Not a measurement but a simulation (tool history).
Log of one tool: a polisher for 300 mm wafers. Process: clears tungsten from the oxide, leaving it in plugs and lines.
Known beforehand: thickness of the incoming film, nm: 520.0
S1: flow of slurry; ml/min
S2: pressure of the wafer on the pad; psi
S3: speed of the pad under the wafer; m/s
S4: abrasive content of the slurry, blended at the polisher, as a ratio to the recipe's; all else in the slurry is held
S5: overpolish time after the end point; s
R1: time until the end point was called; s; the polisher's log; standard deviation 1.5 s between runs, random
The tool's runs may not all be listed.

| run | hour | S1 | S2 | S3 | S4 | S5 | R1 |
|---|---|---|---|---|---|---|---|
| 1 | 0 | 195 | 4 | 1.28 | 1 | 45 | 70.338 |
| 2 | 4.7 | 195 | 4 | 1.4 | 1 | 45 | 64.512 |
| 3 | 12.4 | 195 | 3.6 | 1.38 | 1 | 45 | 71.863 |
| 4 | 17.8 | 195 | 4 | 1.38 | 1 | 45 | 65.297 |
| 5 | 24.5 | 195 | 3.6 | 1.36 | 1 | 45 | 72.722 |
| 6 | 28.9 | 195 | 3.6 | 1.58 | 1 | 45 | 63.017 |

Run 7 has not been measured yet. What should we expect?
| 7 | 33.2 | 195 | 3.1 | 1.56 | 1 | 45 | ? |

{"run 7": {"R1": 74.23}}

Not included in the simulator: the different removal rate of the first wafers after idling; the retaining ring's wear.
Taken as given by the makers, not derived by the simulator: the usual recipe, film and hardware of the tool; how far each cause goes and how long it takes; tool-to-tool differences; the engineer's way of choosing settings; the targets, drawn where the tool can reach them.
